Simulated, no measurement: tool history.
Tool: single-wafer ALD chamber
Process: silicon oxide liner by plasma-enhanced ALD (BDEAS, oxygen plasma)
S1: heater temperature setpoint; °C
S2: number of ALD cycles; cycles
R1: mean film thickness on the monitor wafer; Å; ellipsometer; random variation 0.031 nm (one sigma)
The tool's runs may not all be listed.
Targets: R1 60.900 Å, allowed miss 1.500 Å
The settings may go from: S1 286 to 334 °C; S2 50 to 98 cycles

| run | day | S1 | S2 | R1 |
|---|---|---|---|---|
| 1 | 0.000 | 310 | 74 | 67.199 |
| 2 | 0.146 | 310 | 72 | 65.766 |
| 3 | 0.208 | 310 | 70 | 64.353 |
| 4 | 0.342 | 306 | 70 | 65.428 |
| 5 | 0.396 | 306 | 60 | 55.399 |
| 6 | 0.596 | 304 | 62 | 57.964 |
| 7 | 0.933 | 302 | 63 | 59.275 |
| 8 | 1.304 | 302 | 63 | 59.375 |

Which of these 4 next moves meets every target?
| A | 1.675 | 306 | 63 | ? |
| B | 1.675 | 298 | 64 | ? |
| C | 1.675 | 303 | 60 | ? |
| D | 1.675 | 290 | 57 | ? |

| move | R1 |
|---|---|
| A | 58.009 |
| B | 60.888 |
| C | 55.935 |
| D | 55.972 |
A: further off than the last run
B: meets every target
C: further off than the last run
D: further off than the last run
Answer: B
